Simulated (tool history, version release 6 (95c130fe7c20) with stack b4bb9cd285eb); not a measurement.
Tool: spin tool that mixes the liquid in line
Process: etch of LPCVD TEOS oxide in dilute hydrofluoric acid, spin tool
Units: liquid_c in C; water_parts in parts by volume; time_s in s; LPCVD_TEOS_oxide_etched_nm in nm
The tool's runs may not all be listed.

run	day	liquid_c	water_parts	time_s	LPCVD_TEOS_oxide_etched_nm
1	0.000	24.0	290	180	24.105
2	0.167	22.5	290	180	22.795
3	0.283	22.5	290	180	23.114
4	0.517	22.5	220	180	32.554
5	0.762	26.0	220	180	37.151
# day 1.100: hydrofluoric acid flow meter replaced
6	1.100	26.0	220	180	43.393

Forecast run 7:
7	1.362	24.0	225	180	?

Run 7 gave LPCVD_TEOS_oxide_etched_nm 38.932 nm.

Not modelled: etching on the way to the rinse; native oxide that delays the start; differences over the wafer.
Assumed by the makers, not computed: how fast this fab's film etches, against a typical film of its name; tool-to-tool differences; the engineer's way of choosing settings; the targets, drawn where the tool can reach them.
